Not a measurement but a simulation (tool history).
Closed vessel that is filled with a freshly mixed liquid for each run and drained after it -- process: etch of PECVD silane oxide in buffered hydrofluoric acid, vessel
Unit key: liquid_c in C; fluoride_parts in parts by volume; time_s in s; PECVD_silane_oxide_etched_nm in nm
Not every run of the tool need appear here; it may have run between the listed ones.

Run 1, hour 0.0: liquid_c 23.0 C, fluoride_parts 15.0 parts by volume, time_s 90 s. Result: PECVD_silane_oxide_etched_nm 189.62 nm.
Run 2, hour 8.0: liquid_c 23.0 C, fluoride_parts 15.0 parts by volume, time_s 90 s. Result: PECVD_silane_oxide_etched_nm 187.28 nm.
Run 3, hour 14.7: liquid_c 26.5 C, fluoride_parts 15.0 parts by volume, time_s 90 s. Result: PECVD_silane_oxide_etched_nm 234.78 nm.
Run 4, hour 23.4: liquid_c 26.5 C, fluoride_parts 15.0 parts by volume, time_s 90 s. Result: PECVD_silane_oxide_etched_nm 229.34 nm.
Run 5, hour 28.1: liquid_c 24.0 C, fluoride_parts 15.0 parts by volume, time_s 90 s. Result: PECVD_silane_oxide_etched_nm 199.75 nm.
Run 6, hour 34.9: liquid_c 22.5 C, fluoride_parts 15.0 parts by volume, time_s 90 s. Result: PECVD_silane_oxide_etched_nm 184.77 nm.
Run 7, hour 40.1: liquid_c 23.0 C, fluoride_parts 15.0 parts by volume, time_s 90 s. Result: PECVD_silane_oxide_etched_nm 190.51 nm.
Run 8, hour 45.4: liquid_c 23.5 C, fluoride_parts 15.0 parts by volume, time_s 90 s. Result: PECVD_silane_oxide_etched_nm 197.44 nm.
Run 9, hour 48.0: liquid_c 24.0 C, fluoride_parts 15.0 parts by volume, time_s 90 s. Result: PECVD_silane_oxide_etched_nm 201.28 nm.
Run 10, hour 53.7: liquid_c 24.5 C, fluoride_parts 15.0 parts by volume, time_s 90 s. Result: PECVD_silane_oxide_etched_nm 204.69 nm.

Estimate the outcome of run 11 from the log above:
Run 11, hour 55.3: liquid_c 25.0 C, fluoride_parts 15.0 parts by volume, time_s 90 s. Result: PECVD_silane_oxide_etched_nm ?.

PECVD_silane_oxide_etched_nm: 213.76 nm
